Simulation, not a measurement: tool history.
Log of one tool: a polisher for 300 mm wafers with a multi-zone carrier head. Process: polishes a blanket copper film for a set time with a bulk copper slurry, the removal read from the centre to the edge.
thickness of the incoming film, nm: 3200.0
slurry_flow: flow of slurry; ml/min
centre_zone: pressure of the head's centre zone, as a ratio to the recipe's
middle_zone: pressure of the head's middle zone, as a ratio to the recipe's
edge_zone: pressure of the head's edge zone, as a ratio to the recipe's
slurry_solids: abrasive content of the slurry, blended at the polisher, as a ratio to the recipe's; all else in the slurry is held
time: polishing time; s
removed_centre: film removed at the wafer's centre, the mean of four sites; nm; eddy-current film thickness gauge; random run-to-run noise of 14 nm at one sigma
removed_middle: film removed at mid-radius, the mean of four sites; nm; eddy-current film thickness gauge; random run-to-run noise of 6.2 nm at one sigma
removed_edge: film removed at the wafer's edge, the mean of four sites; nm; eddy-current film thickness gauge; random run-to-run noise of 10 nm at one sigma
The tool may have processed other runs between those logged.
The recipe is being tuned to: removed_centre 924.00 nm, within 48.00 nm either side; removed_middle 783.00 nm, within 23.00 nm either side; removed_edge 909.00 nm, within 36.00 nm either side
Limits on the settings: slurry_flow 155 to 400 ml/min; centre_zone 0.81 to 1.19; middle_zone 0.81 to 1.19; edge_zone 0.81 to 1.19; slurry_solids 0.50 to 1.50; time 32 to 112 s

{"run": 1, "day": 0.0, "slurry_flow": 255, "centre_zone": 1.0, "middle_zone": 1.0, "edge_zone": 1.0, "slurry_solids": 1.0, "time": 72, "removed_centre": 1147.1, "removed_middle": 1152.7, "removed_edge": 1168.2}
{"run": 2, "day": 0.071, "slurry_flow": 200, "centre_zone": 1.0, "middle_zone": 1.0, "edge_zone": 1.0, "slurry_solids": 1.0, "time": 72, "removed_centre": 1098.7, "removed_middle": 1117.6, "removed_edge": 1152.8}
{"run": 3, "day": 0.208, "slurry_flow": 260, "centre_zone": 1.0, "middle_zone": 1.0, "edge_zone": 1.0, "slurry_solids": 1.0, "time": 72, "removed_centre": 1151.7, "removed_middle": 1152.5, "removed_edge": 1181.4}
{"run": 4, "day": 0.292, "slurry_flow": 260, "centre_zone": 1.0, "middle_zone": 1.0, "edge_zone": 0.95, "slurry_solids": 1.0, "time": 72, "removed_centre": 1142.0, "removed_middle": 1165.6, "removed_edge": 1134.0}
{"run": 5, "day": 0.604, "slurry_flow": 260, "centre_zone": 1.0, "middle_zone": 1.05, "edge_zone": 0.95, "slurry_solids": 1.0, "time": 72, "removed_centre": 1186.1, "removed_middle": 1207.6, "removed_edge": 1135.1}
{"run": 6, "day": 0.65, "slurry_flow": 210, "centre_zone": 1.0, "middle_zone": 1.05, "edge_zone": 0.95, "slurry_solids": 1.0, "time": 72, "removed_centre": 1129.8, "removed_middle": 1198.7, "removed_edge": 1128.7}
{"run": 7, "day": 0.946, "slurry_flow": 215, "centre_zone": 1.02, "middle_zone": 1.0, "edge_zone": 0.96, "slurry_solids": 0.9, "time": 69, "removed_centre": 1063.9, "removed_middle": 1055.7, "removed_edge": 1070.8}
{"run": 8, "day": 1.158, "slurry_flow": 215, "centre_zone": 1.03, "middle_zone": 0.96, "edge_zone": 0.94, "slurry_solids": 0.8, "time": 68, "removed_centre": 1023.5, "removed_middle": 992.01, "removed_edge": 1000.1}
{"run": 9, "day": 1.204, "slurry_flow": 210, "centre_zone": 1.04, "middle_zone": 0.92, "edge_zone": 0.95, "slurry_solids": 0.75, "time": 67, "removed_centre": 1010.6, "removed_middle": 900.31, "removed_edge": 976.09}
{"run": 10, "day": 1.554, "slurry_flow": 205, "centre_zone": 1.03, "middle_zone": 0.9, "edge_zone": 0.94, "slurry_solids": 0.7, "time": 67, "removed_centre": 980.94, "removed_middle": 864.5, "removed_edge": 952.46}
{"run": 11, "day": 1.75, "slurry_flow": 200, "centre_zone": 1.02, "middle_zone": 0.88, "edge_zone": 0.93, "slurry_solids": 0.7, "time": 67, "removed_centre": 972.25, "removed_middle": 850.67, "removed_edge": 943.83}
{"run": 12, "day": 1.875, "slurry_flow": 195, "centre_zone": 1.01, "middle_zone": 0.87, "edge_zone": 0.93, "slurry_solids": 0.7, "time": 67, "removed_centre": 979.06, "removed_middle": 839.52, "removed_edge": 942.47}
{"run": 13, "day": 2.242, "slurry_flow": 195, "centre_zone": 1.0, "middle_zone": 0.86, "edge_zone": 0.93, "slurry_solids": 0.7, "time": 67, "removed_centre": 934.93, "removed_middle": 828.72, "removed_edge": 947.44}
{"run": 14, "day": 2.296, "slurry_flow": 195, "centre_zone": 1.0, "middle_zone": 0.85, "edge_zone": 0.92, "slurry_solids": 0.7, "time": 67, "removed_centre": 978.34, "removed_middle": 829.81, "removed_edge": 942.72}
{"run": 15, "day": 2.4, "slurry_flow": 190, "centre_zone": 0.99, "middle_zone": 0.84, "edge_zone": 0.92, "slurry_solids": 0.7, "time": 67, "removed_centre": 958.76, "removed_middle": 817.42, "removed_edge": 907.06}
{"run": 16, "day": 2.492, "slurry_flow": 185, "centre_zone": 0.99, "middle_zone": 0.83, "edge_zone": 0.93, "slurry_solids": 0.7, "time": 67, "removed_centre": 926.23, "removed_middle": 813.75, "removed_edge": 943.03}

Below are 4 possible settings for the next run. Only one of them brings all results inside the allowed miss of their targets. Which is it?
{"run": "A", "day": 2.583, "slurry_flow": 165, "centre_zone": 0.93, "middle_zone": 0.86, "edge_zone": 0.92, "slurry_solids": 0.8, "time": 67, "removed_centre": "?", "removed_middle": "?", "removed_edge": "?"}
{"run": "B", "day": 2.583, "slurry_flow": 155, "centre_zone": 0.9, "middle_zone": 0.83, "edge_zone": 1.0, "slurry_solids": 0.65, "time": 74, "removed_centre": "?", "removed_middle": "?", "removed_edge": "?"}
{"run": "C", "day": 2.583, "slurry_flow": 215, "centre_zone": 1.03, "middle_zone": 0.86, "edge_zone": 0.83, "slurry_solids": 0.7, "time": 68, "removed_centre": "?", "removed_middle": "?", "removed_edge": "?"}
{"run": "D", "day": 2.583, "slurry_flow": 220, "centre_zone": 0.97, "middle_zone": 0.81, "edge_zone": 0.9, "slurry_solids": 0.8, "time": 63, "removed_centre": "?", "removed_middle": "?", "removed_edge": "?"}

move=A removed_centre=902.38 removed_middle=844.35 removed_edge=955.52
move=B removed_centre=907.60 removed_middle=850.82 removed_edge=1033.50
move=C removed_centre=1001.70 removed_middle=850.31 removed_edge=912.25
move=D removed_centre=911.98 removed_middle=779.11 removed_edge=910.41
A: lands further from the targets than the last run did
B: lands further from the targets than the last run did
C: lands further from the targets than the last run did
D: all results in spec
Move D is the one to make.
